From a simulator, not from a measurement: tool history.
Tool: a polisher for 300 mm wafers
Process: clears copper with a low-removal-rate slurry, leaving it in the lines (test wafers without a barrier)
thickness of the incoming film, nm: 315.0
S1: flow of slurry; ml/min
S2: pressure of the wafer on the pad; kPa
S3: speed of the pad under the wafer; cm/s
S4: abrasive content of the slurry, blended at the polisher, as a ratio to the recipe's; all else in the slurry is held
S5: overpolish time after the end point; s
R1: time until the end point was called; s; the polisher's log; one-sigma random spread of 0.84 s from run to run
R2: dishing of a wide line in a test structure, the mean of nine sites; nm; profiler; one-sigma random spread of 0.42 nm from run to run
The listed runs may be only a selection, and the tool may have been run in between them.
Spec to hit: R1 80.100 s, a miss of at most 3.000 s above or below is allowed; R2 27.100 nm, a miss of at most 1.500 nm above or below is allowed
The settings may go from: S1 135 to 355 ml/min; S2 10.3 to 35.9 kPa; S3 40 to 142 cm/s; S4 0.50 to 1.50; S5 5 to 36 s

run 1 hour=0.0 | S1=225 S2=22.8 S3=90 S4=1.00 S5=18 | R1=113.720 R2=32.946
run 2 hour=6.8 | S1=225 S2=24.1 S3=90 S4=1.00 S5=16 | R1=108.900 R2=30.979
run 3 hour=15.7 | S1=225 S2=24.1 S3=90 S4=0.85 S5=16 | R1=112.930 R2=30.924
run 4 hour=16.8 | S1=225 S2=20.7 S3=90 S4=0.85 S5=16 | R1=131.070 R2=26.946
run 5 hour=21.2 | S1=230 S2=22.1 S3=90 S4=0.85 S5=15 | R1=122.200 R2=27.062
run 6 hour=24.2 | S1=230 S2=22.1 S3=90 S4=0.85 S5=20 | R1=121.270 R2=33.956
run 7 hour=30.6 | S1=235 S2=23.4 S3=90 S4=0.85 S5=18 | R1=114.770 R2=33.977
run 8 hour=39.1 | S1=235 S2=23.4 S3=90 S4=0.85 S5=18 | R1=115.760 R2=32.474
run 9 hour=47.1 | S1=235 S2=23.4 S3=90 S4=0.85 S5=18 | R1=115.690 R2=33.544
run 10 hour=51.3 | S1=240 S2=24.1 S3=90 S4=0.90 S5=16 | R1=109.090 R2=31.747
run 11 hour=58.1 | S1=255 S2=24.8 S3=90 S4=0.90 S5=14 | R1=107.620 R2=28.500
run 12 hour=58.9 | S1=255 S2=25.5 S3=90 S4=0.90 S5=13 | R1=102.150 R2=27.384
run 13 hour=60.6 | S1=260 S2=26.2 S3=90 S4=0.90 S5=12 | R1=98.855 R2=26.982
run 14 hour=67.6 | S1=265 S2=26.9 S3=90 S4=0.90 S5=12 | R1=98.594 R2=27.070
run 15 hour=68.8 | S1=265 S2=27.6 S3=90 S4=0.90 S5=12 | R1=96.945 R2=27.412
run 16 hour=73.9 | S1=265 S2=28.3 S3=90 S4=0.90 S5=12 | R1=92.259 R2=27.624
run 17 hour=78.8 | S1=275 S2=31.7 S3=90 S4=0.90 S5=9 | R1=81.168 R2=23.898
run 18 hour=86.3 | S1=280 S2=31.7 S3=90 S4=0.90 S5=9 | R1=82.008 R2=24.588

Which single option among these 4 for the next run brings every result within its allowed miss of target? Just one does.
run A hour=93.8 | S1=325 S2=26.9 S3=104 S4=1.05 S5=10 | R1=? R2=?
run B hour=93.8 | S1=300 S2=29.6 S3=92 S4=0.85 S5=10 | R1=? R2=?
run C hour=93.8 | S1=290 S2=26.9 S3=108 S4=0.95 S5=12 | R1=? R2=?
run D hour=93.8 | S1=305 S2=31.0 S3=92 S4=0.60 S5=10 | R1=? R2=?

move=A R1=80.167 R2=27.113
move=B R1=86.341 R2=25.428
move=C R1=79.698 R2=32.034
move=D R1=88.258 R2=24.954
A: all results land within tolerance of their targets
B: further off than the last run
C: takes the biggest miss from the last run beyond its target
D: further off than the last run
Answer: A
